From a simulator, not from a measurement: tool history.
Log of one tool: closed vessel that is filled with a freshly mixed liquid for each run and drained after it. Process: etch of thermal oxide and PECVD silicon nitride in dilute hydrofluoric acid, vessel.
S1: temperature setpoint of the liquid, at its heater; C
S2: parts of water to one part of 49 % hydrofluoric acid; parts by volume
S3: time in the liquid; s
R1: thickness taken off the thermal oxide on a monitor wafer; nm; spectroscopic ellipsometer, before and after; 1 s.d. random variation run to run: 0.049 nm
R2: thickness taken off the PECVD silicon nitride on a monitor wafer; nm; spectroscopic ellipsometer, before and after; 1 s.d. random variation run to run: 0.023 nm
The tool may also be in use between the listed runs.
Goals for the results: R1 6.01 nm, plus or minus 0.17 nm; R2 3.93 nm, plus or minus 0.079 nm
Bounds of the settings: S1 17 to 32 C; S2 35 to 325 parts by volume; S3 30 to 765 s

| run | day | S1 | S2 | S3 | R1 | R2 |
|---|---|---|---|---|---|---|
| 1 | 0 | 24 | 180 | 390 | 10.031 | 6.7624 |
| 2 | 0.071 | 24 | 180 | 305 | 7.8462 | 5.2841 |
| 3 | 0.288 | 22 | 180 | 305 | 7.3228 | 4.6165 |
| 4 | 0.312 | 22 | 130 | 305 | 10.625 | 6.3882 |
| 5 | 0.621 | 22 | 195 | 305 | 6.6408 | 4.2284 |
| 6 | 0.788 | 22 | 135 | 305 | 10.199 | 6.0992 |
| 7 | 1.079 | 22 | 145 | 310 | 9.6342 | 5.7792 |
| 8 | 1.333 | 22 | 155 | 315 | 8.8506 | 5.5299 |
| 9 | 1.392 | 19.5 | 220 | 365 | 6.1421 | 3.8236 |
| 10 | 1.533 | 21 | 235 | 375 | 6.2746 | 4.1247 |

Which single option among these 4 for the next run brings every result within its allowed miss of target? Just one does.
| A | 1.675 | 27 | 190 | 220 | ? | ? |
| B | 1.675 | 25.5 | 275 | 365 | ? | ? |
| C | 1.675 | 20 | 255 | 415 | ? | ? |
| D | 1.675 | 22 | 275 | 455 | ? | ? |

| move | R1 | R2 |
|---|---|---|
| A | 5.9341 | 4.3398 |
| B | 5.8795 | 4.5344 |
| C | 6.0307 | 3.9371 |
| D | 6.4759 | 4.5547 |
A: moves away from the targets compared with the last run
B: moves away from the targets compared with the last run
C: in spec on every target
D: moves away from the targets compared with the last run
Answer: C

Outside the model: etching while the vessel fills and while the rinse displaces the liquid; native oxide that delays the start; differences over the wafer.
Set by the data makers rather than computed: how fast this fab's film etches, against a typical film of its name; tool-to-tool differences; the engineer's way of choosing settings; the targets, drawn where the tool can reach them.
